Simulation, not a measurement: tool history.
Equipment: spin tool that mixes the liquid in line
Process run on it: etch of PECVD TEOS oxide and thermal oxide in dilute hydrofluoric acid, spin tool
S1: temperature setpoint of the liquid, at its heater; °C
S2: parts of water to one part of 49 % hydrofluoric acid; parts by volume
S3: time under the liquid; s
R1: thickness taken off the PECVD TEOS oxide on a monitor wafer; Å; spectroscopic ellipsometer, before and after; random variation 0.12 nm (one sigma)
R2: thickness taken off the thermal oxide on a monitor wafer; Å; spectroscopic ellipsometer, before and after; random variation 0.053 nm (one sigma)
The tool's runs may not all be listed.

run  hour    S1  S2  S3      R1      R2
  1     0    24  50  60   308.6  65.319
  2   8.8  21.5  50  60  278.58  57.876
  3    15  21.5  50  45  208.47  43.775
  4  18.4    22  50  45  212.78  44.054
  5  20.2  22.5  50  45  218.29  45.785
  6  25.7  21.5  50  45   209.2  42.852
  7  30.7    22  50  45  211.97  44.181
  8  35.6  22.5  50  45   216.8  45.402
  9  41.8    23  50  45  223.26  46.753
 10  44.5  23.5  50  45  227.94  48.439
 11  50.8    24  50  45  232.23  48.342

The next listed run, before its measurement:
 12  59.6  24.5  50  45   ?   ?

R1: 239.15 Å
R2: 49.501 Å
